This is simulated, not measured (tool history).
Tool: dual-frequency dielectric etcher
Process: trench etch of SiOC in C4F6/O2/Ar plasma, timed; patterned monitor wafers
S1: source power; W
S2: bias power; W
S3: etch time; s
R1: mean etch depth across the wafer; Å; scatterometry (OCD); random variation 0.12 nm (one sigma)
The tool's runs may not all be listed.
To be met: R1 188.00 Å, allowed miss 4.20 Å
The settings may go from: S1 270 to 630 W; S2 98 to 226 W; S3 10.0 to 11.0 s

run 1 hour=0.0 | S1=450 S2=162 S3=11.0 | R1=228.04
run 2 hour=2.9 | S1=450 S2=162 S3=11.0 | R1=229.24
run 3 hour=11.3 | S1=450 S2=189 S3=11.0 | R1=241.20
run 4 hour=20.0 | S1=450 S2=213 S3=11.0 | R1=255.89
run 5 hour=24.1 | S1=410 S2=197 S3=11.0 | R1=234.38
run 6 hour=25.8 | S1=410 S2=197 S3=11.0 | R1=235.97
run 7 hour=31.9 | S1=380 S2=188 S3=11.0 | R1=223.52
run 8 hour=32.6 | S1=290 S2=156 S3=10.5 | R1=174.33
run 9 hour=33.2 | S1=290 S2=156 S3=10.5 | R1=172.27
run 10 hour=34.7 | S1=380 S2=166 S3=10.5 | R1=202.02
run 11 hour=37.8 | S1=370 S2=165 S3=10.5 | R1=200.29
run 12 hour=42.7 | S1=370 S2=165 S3=10.5 | R1=201.26
run 13 hour=51.1 | S1=360 S2=164 S3=10.5 | R1=198.84
run 14 hour=59.5 | S1=350 S2=163 S3=10.5 | R1=193.08

Which of these 4 next moves meets every target?
run A hour=67.9 | S1=330 S2=162 S3=11.0 | R1=?
run B hour=67.9 | S1=340 S2=174 S3=10.0 | R1=?
run C hour=67.9 | S1=320 S2=171 S3=11.0 | R1=?
run D hour=67.9 | S1=390 S2=164 S3=10.0 | R1=?

move=A R1=197.18
move=B R1=187.03
move=C R1=198.20
move=D R1=195.67
A: further off than the last run
B: meets every target
C: further off than the last run
D: further off than the last run
Move B is the one to make.

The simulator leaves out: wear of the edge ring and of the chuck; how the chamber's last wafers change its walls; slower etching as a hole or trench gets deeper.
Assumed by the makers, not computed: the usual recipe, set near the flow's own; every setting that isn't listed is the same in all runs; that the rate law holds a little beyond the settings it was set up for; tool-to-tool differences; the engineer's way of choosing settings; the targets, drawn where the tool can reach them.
